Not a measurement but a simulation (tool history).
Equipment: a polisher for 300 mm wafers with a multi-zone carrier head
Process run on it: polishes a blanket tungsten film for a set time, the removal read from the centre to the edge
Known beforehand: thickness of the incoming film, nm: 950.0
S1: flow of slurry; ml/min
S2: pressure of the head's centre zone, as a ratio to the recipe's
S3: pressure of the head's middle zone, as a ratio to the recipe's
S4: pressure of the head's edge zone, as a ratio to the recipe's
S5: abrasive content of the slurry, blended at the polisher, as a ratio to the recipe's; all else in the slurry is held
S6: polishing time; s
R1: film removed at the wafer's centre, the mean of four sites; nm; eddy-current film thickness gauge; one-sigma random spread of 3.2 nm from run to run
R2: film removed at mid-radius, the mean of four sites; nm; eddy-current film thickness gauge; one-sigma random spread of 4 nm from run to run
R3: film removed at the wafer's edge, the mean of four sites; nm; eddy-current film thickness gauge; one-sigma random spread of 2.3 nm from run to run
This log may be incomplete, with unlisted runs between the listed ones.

run	hour	S1	S2	S3	S4	S5	S6	R1	R2	R3
1	0	255	1	1	1	1	58	195.83	210.55	211.05
2	0.6	265	1.04	1.02	1.02	1.1	59	214.08	230.44	224.59
3	8.6	265	1.04	1.02	1.02	1	59	206.4	220.32	219.29
4	12.3	265	1.07	1.02	1.02	1	59	217.33	220.94	219.16
5	19.4	270	1.1	1.02	1.04	1.1	60	229.45	235.72	231.15
6	23.2	280	1.12	1.01	1.04	1.2	61	238.21	227.47	237.19

Predict the results of run 7:
7	28.6	280	1.14	1.03	1.04	1.25	62	?	?	?

Run 7 produced R1 250.57 nm, R2 244.58 nm, R3 240.45 nm.
